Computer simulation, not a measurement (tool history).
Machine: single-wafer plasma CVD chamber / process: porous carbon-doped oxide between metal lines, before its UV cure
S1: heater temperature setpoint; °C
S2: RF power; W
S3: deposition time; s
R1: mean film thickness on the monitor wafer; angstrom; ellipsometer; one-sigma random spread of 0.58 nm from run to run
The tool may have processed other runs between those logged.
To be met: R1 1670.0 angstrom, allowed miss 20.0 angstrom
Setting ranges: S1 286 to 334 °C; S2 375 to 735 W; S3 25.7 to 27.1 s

run 1 hour=0.0 | S1=310 S2=555 S3=27.1 | R1=1549.0
run 2 hour=2.5 | S1=309 S2=555 S3=27.1 | R1=1557.2
run 3 hour=10.1 | S1=308 S2=555 S3=27.1 | R1=1571.0
run 4 hour=13.6 | S1=307 S2=555 S3=27.1 | R1=1573.7
run 5 hour=17.9 | S1=307 S2=555 S3=25.7 | R1=1499.1
run 6 hour=25.4 | S1=305 S2=555 S3=25.7 | R1=1520.8
run 7 hour=33.7 | S1=303 S2=555 S3=25.7 | R1=1532.9
run 8 hour=42.1 | S1=301 S2=555 S3=25.7 | R1=1560.7
run 9 hour=49.5 | S1=300 S2=555 S3=25.7 | R1=1571.3
run 10 hour=51.9 | S1=299 S2=555 S3=25.7 | R1=1580.8
run 11 hour=59.6 | S1=298 S2=555 S3=25.7 | R1=1596.8
run 12 hour=66.2 | S1=297 S2=555 S3=25.7 | R1=1602.1
run 13 hour=68.1 | S1=296 S2=555 S3=25.7 | R1=1623.8

Pick the move, out of 4, that brings all results within their allowed miss; only one does.
run A hour=70.0 | S1=294 S2=510 S3=25.7 | R1=?
run B hour=70.0 | S1=299 S2=535 S3=27.1 | R1=?
run C hour=70.0 | S1=301 S2=555 S3=26.0 | R1=?
run D hour=70.0 | S1=295 S2=570 S3=26.1 | R1=?

move=A R1=1557.1
move=B R1=1629.8
move=C R1=1578.5
move=D R1=1674.2
A: its largest miss is bigger than the last run's
B: better than the last run, though not everything is in spec
C: its largest miss is bigger than the last run's
D: meets every target
So the answer is move D, the one that meets all the targets.
